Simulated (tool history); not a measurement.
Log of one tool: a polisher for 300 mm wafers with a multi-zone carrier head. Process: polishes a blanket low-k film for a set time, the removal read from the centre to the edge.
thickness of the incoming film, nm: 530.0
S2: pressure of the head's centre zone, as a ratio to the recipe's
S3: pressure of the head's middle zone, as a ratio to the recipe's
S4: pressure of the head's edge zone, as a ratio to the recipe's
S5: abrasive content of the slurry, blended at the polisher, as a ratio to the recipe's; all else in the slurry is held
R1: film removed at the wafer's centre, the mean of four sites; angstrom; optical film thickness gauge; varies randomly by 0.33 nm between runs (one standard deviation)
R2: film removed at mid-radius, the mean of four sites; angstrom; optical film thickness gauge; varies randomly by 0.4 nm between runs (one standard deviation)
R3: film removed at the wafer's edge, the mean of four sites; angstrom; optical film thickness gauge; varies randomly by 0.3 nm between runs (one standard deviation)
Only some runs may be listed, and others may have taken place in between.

{"run": 1, "hour": 0.0, "flow of slurry (ml/min)": 225, "S2": 1, "S3": 1, "S4": 1, "S5": 1, "polishing time (s)": 87, "R1": 247.81, "R2": 244.41, "R3": 253.29}
{"run": 2, "hour": 2.0, "flow of slurry (ml/min)": 225, "S2": 0.93, "S3": 1, "S4": 1, "S5": 1, "polishing time (s)": 87, "R1": 235.35, "R2": 250.9, "R3": 252.51}
{"run": 3, "hour": 4.4, "flow of slurry (ml/min)": 230, "S2": 0.94, "S3": 1.01, "S4": 1.03, "S5": 1.05, "polishing time (s)": 87, "R1": 242.42, "R2": 254.78, "R3": 265.66}
{"run": 4, "hour": 12.1, "flow of slurry (ml/min)": 240, "S2": 0.95, "S3": 1.03, "S4": 1.05, "S5": 1.1, "polishing time (s)": 87, "R1": 253.59, "R2": 269.77, "R3": 273.36}
{"run": 5, "hour": 20.6, "flow of slurry (ml/min)": 240, "S2": 0.92, "S3": 1.03, "S4": 1.05, "S5": 1.1, "polishing time (s)": 87, "R1": 240.09, "R2": 264.97, "R3": 271.35}
{"run": 6, "hour": 22.6, "flow of slurry (ml/min)": 240, "S2": 0.92, "S3": 0.97, "S4": 1.05, "S5": 1.1, "polishing time (s)": 87, "R1": 245.43, "R2": 259.4, "R3": 269.15}
{"run": 7, "hour": 30.1, "flow of slurry (ml/min)": 240, "S2": 0.93, "S3": 0.98, "S4": 1.07, "S5": 1.15, "polishing time (s)": 87, "R1": 247.66, "R2": 260.44, "R3": 284.47}
{"run": 8, "hour": 32.2, "flow of slurry (ml/min)": 250, "S2": 0.94, "S3": 1, "S4": 1.08, "S5": 1.2, "polishing time (s)": 87, "R1": 264.38, "R2": 272.87, "R3": 290.5}

Forecast run 9:
{"run": 9, "hour": 39.4, "flow of slurry (ml/min)": 250, "S2": 0.94, "S3": 1.01, "S4": 1.09, "S5": 1.25, "polishing time (s)": 87, "R1": "?", "R2": "?", "R3": "?"}

{"run 9": {"R1": 264.77, "R2": 282.17, "R3": 295.61}}
